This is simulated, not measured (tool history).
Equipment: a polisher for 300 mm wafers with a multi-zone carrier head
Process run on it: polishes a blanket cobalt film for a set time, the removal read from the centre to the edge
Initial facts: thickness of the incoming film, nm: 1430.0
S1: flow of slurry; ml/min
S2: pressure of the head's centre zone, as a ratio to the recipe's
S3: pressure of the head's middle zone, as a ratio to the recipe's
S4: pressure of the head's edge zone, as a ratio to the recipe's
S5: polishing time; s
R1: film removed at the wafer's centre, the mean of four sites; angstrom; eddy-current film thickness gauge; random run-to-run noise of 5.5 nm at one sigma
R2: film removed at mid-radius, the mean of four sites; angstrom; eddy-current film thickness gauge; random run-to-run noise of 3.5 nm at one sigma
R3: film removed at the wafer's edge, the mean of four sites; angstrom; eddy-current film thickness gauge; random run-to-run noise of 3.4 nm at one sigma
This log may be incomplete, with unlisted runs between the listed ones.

run 1 hour=0.0 | S1=195 S2=1.00 S3=1.00 S4=1.00 S5=67 | R1=4147.9 R2=4374.1 R3=4303.0
run 2 hour=6.0 | S1=235 S2=1.00 S3=1.00 S4=1.00 S5=67 | R1=4375.5 R2=4441.3 R3=4433.2
run 3 hour=8.8 | S1=245 S2=1.02 S3=1.02 S4=1.02 S5=67 | R1=4386.4 R2=4539.3 R3=4477.4
run 4 hour=11.2 | S1=250 S2=1.05 S3=1.03 S4=1.03 S5=68 | R1=4480.7 R2=4698.5 R3=4563.7
run 5 hour=14.3 | S1=250 S2=1.05 S3=1.03 S4=1.03 S5=52 | R1=3478.6 R2=3576.1 R3=3490.6
run 6 hour=15.0 | S1=250 S2=1.05 S3=1.03 S4=1.03 S5=62 | R1=4109.3 R2=4285.1 R3=4139.8
run 7 hour=19.9 | S1=260 S2=1.07 S3=1.03 S4=1.03 S5=64 | R1=4388.4 R2=4433.5 R3=4307.5
run 8 hour=27.1 | S1=265 S2=1.09 S3=1.04 S4=1.04 S5=65 | R1=4550.5 R2=4504.5 R3=4381.1
run 9 hour=29.5 | S1=270 S2=1.10 S3=1.05 S4=1.05 S5=66 | R1=4629.2 R2=4609.9 R3=4449.8
run 10 hour=36.6 | S1=275 S2=1.11 S3=1.06 S4=1.06 S5=67 | R1=4760.6 R2=4760.4 R3=4584.9
run 11 hour=40.6 | S1=280 S2=1.12 S3=1.07 S4=1.07 S5=68 | R1=4862.2 R2=4845.5 R3=4660.5

What will run 12 give?
run 12 hour=45.2 | S1=285 S2=1.13 S3=1.07 S4=1.08 S5=69 | R1=? R2=? R3=?

{"run 12": {"R1": 4959.6, "R2": 4892.2, "R3": 4724.5}}
